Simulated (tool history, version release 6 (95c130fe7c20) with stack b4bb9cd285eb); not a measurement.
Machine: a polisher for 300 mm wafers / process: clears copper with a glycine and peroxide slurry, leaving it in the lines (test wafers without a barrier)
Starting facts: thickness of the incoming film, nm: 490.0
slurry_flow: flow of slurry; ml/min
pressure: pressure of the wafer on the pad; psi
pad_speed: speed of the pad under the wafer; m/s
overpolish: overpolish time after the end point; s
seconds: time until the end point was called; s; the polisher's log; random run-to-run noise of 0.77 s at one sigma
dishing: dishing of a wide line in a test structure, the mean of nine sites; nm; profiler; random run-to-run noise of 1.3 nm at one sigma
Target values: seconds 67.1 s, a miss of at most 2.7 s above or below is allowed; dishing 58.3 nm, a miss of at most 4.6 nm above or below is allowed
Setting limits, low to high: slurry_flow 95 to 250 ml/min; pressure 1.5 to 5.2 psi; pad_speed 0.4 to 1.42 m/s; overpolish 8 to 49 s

run    day  slurry_flow  pressure  pad_speed  overpolish  seconds  dishing
  1      0          160       3.3        0.9          25   84.902   80.857
  2  0.358          130       3.3        0.9          25   86.175   77.506
  3  0.596          120       3.5       0.92          20    82.18   70.126
  4  0.658          120       3.5       0.92          11     82.5   46.673
  5  0.933          120       3.5       0.92          19   81.923   68.044
  6  1.096          125       3.7       0.94          17   76.956   67.782
  7  1.125          125       3.8       0.96          15   73.515   63.565
  8  1.483          125       3.9       0.96          14   71.741   61.699
  9  1.792          125         4       0.96          13   71.455   57.845

5 candidate next runs follow, results not yet known. Just one meets every target within its allowed miss. Identify it.
  A  2.1          105       4.7       0.98          13        ?        ?
  B  2.1          120       4.1          1          16        ?        ?
  C  2.1           95       4.2          1          12        ?        ?
  D  2.1          115       3.9       0.88          13        ?        ?
  E  2.1          105       4.8       0.86          17        ?        ?

move  seconds  dishing
   A     60.9    64.02
   B   66.383   68.928
   C    66.88    56.45
   D    77.79   53.678
   E   67.058   72.014
A: the result that was furthest off in the last run now lies on the other side of its target
B: puts the biggest miss on target and leaves a different result outside tolerance
C: every result within its allowed miss
D: moves away from the targets compared with the last run
E: puts the biggest miss on target and leaves a different result outside tolerance
The move that meets every target is C.
